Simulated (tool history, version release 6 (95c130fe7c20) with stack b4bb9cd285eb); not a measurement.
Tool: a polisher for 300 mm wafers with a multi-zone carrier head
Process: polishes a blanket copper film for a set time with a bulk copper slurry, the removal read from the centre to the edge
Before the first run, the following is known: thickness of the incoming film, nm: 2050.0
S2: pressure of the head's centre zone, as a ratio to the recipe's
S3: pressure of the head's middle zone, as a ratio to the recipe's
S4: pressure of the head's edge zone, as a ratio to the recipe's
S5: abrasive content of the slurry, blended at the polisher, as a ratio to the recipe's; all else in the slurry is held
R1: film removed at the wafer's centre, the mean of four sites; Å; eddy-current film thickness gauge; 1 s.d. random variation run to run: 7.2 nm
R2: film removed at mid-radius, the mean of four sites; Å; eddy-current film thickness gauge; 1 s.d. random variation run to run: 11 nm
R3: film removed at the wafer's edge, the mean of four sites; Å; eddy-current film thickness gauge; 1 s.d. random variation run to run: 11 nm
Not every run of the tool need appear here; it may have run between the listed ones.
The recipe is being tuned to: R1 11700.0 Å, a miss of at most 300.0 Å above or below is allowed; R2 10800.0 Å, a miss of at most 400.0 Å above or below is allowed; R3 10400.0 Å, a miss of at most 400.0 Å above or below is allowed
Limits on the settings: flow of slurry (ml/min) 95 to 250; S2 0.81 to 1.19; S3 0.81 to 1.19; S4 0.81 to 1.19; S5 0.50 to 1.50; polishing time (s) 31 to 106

{"run": 1, "hour": 0.0, "flow of slurry (ml/min)": 160, "S2": 1.0, "S3": 1.0, "S4": 1.0, "S5": 1.0, "polishing time (s)": 68, "R1": 8051.9, "R2": 8163.5, "R3": 8033.0}
{"run": 2, "hour": 2.5, "flow of slurry (ml/min)": 160, "S2": 1.0, "S3": 1.0, "S4": 1.08, "S5": 1.0, "polishing time (s)": 68, "R1": 8128.0, "R2": 8134.9, "R3": 8391.4}
{"run": 3, "hour": 3.7, "flow of slurry (ml/min)": 165, "S2": 1.02, "S3": 1.01, "S4": 1.09, "S5": 1.05, "polishing time (s)": 68, "R1": 8286.5, "R2": 8232.6, "R3": 8570.8}
{"run": 4, "hour": 5.2, "flow of slurry (ml/min)": 170, "S2": 1.04, "S3": 1.02, "S4": 1.08, "S5": 1.1, "polishing time (s)": 69, "R1": 8797.6, "R2": 8774.7, "R3": 8708.7}
{"run": 5, "hour": 12.3, "flow of slurry (ml/min)": 170, "S2": 1.01, "S3": 1.02, "S4": 1.08, "S5": 1.1, "polishing time (s)": 69, "R1": 8608.4, "R2": 8695.1, "R3": 8891.5}
{"run": 6, "hour": 15.1, "flow of slurry (ml/min)": 175, "S2": 1.03, "S3": 1.03, "S4": 1.09, "S5": 1.15, "polishing time (s)": 69, "R1": 8886.0, "R2": 8847.0, "R3": 9177.1}
{"run": 7, "hour": 21.2, "flow of slurry (ml/min)": 175, "S2": 1.03, "S3": 1.03, "S4": 1.09, "S5": 1.15, "polishing time (s)": 69, "R1": 8878.5, "R2": 8839.9, "R3": 9265.4}
{"run": 8, "hour": 21.8, "flow of slurry (ml/min)": 180, "S2": 1.05, "S3": 1.04, "S4": 1.08, "S5": 1.15, "polishing time (s)": 69, "R1": 9036.3, "R2": 8889.4, "R3": 8861.6}

Pick the move, out of 5, that brings all results within their allowed miss; only one does.
{"run": "A", "hour": 22.4, "flow of slurry (ml/min)": 220, "S2": 1.07, "S3": 1.06, "S4": 1.05, "S5": 1.25, "polishing time (s)": 78, "R1": "?", "R2": "?", "R3": "?"}
{"run": "B", "hour": 22.4, "flow of slurry (ml/min)": 195, "S2": 1.04, "S3": 0.92, "S4": 1.15, "S5": 1.2, "polishing time (s)": 81, "R1": "?", "R2": "?", "R3": "?"}
{"run": "C", "hour": 22.4, "flow of slurry (ml/min)": 135, "S2": 1.08, "S3": 1.03, "S4": 1.1, "S5": 1.3, "polishing time (s)": 84, "R1": "?", "R2": "?", "R3": "?"}
{"run": "D", "hour": 22.4, "flow of slurry (ml/min)": 185, "S2": 1.16, "S3": 1.04, "S4": 1.02, "S5": 0.95, "polishing time (s)": 88, "R1": "?", "R2": "?", "R3": "?"}
{"run": "E", "hour": 22.4, "flow of slurry (ml/min)": 190, "S2": 1.14, "S3": 1.03, "S4": 1.04, "S5": 1.15, "polishing time (s)": 89, "R1": "?", "R2": "?", "R3": "?"}

move=A R1=10907.0 R2=10748.0 R3=10331.0
move=B R1=10776.0 R2=9656.1 R3=11012.0
move=C R1=11176.0 R2=10750.0 R3=11026.0
move=D R1=11819.0 R2=10786.0 R3=10450.0
move=E R1=12521.0 R2=11486.0 R3=11318.0
A: better than the last run, though not everything is in spec
B: better than the last run, though not everything is in spec
C: better than the last run, though not everything is in spec
D: all results in spec
E: the result that was furthest off in the last run now lies on the other side of its target
Go with D: it meets all targets.

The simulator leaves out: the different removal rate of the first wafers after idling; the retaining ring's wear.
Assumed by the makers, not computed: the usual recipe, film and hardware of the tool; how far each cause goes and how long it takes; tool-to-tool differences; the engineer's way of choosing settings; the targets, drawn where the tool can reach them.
